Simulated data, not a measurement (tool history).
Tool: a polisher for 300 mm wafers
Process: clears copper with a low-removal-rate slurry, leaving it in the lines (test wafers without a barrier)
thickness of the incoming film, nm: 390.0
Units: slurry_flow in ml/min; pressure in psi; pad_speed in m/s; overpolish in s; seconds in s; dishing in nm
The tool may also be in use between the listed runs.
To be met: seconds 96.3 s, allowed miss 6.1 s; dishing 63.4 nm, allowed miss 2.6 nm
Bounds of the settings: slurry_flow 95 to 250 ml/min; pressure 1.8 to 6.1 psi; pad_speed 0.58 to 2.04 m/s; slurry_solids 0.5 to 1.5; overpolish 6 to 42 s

run  hour  slurry_flow  pressure  pad_speed  slurry_solids  overpolish  seconds  dishing
  1     0          160       3.9        1.3              1          21   69.498   74.894
  2   5.9          160       3.9       1.06              1          21   77.784   67.801
  3  10.8          160       3.1       1.06              1          21   96.391   54.801
  4  16.4          160       3.1       1.06              1          22    99.51   56.494
  5  22.3          190       3.1       1.06              1          22   92.558   57.367
  6    25          190       2.4       1.06              1          22   123.67   47.598
  7  30.7          190       2.6       1.08              1          23    110.3   52.918
  8  36.5          190       2.7       1.08              1          24   112.23   55.743
  9  43.4          190       2.9       1.08              1          24   100.39   58.507

Which of these 4 next moves meets every target?
  A  50.3          165       2.7       1.26           1.05          25        ?        ?
  B  50.3          195         3       0.98           0.85          26        ?        ?
  C  50.3          210         3        1.3            1.1          19        ?        ?
  D  50.3          205         3       1.12           0.95          22        ?        ?

move  seconds  dishing
   A   97.567    64.52
   B   109.01   61.629
   C   82.637   59.854
   D   95.882   59.756
A: meets every target
B: brings the result that was furthest off to its target, and leaves another outside
C: further off than the last run
D: nearer than the last run, and not there yet
Answer: A

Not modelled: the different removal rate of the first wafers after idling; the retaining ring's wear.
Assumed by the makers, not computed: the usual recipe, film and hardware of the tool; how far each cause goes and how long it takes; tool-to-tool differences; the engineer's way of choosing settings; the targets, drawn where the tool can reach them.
